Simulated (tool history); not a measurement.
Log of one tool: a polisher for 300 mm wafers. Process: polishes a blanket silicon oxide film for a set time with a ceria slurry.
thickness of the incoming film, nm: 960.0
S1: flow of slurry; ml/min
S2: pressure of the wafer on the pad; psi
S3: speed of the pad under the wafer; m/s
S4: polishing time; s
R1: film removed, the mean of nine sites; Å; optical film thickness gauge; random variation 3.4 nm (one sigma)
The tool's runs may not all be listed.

| run | day | S1 | S2 | S3 | S4 | R1 |
|---|---|---|---|---|---|---|
| 1 | 0 | 135 | 3.9 | 1.24 | 74 | 4729.9 |
| 2 | 0.317 | 135 | 2.9 | 1.24 | 74 | 3423.3 |
| 3 | 0.479 | 135 | 2.9 | 1.24 | 74 | 3591 |
| 4 | 0.838 | 135 | 2.9 | 1.24 | 74 | 3574.2 |
| 5 | 0.983 | 135 | 2.8 | 1.22 | 74 | 3362.4 |
| 6 | 1.3 | 135 | 2.4 | 1.22 | 74 | 2808.3 |
| 7 | 1.562 | 135 | 2.3 | 1.22 | 74 | 2827.1 |

Run 8 comes next. What will it give?
| 8 | 1.667 | 135 | 2.2 | 1.22 | 74 | ? |

Run 8 gave R1 2604.5 Å.
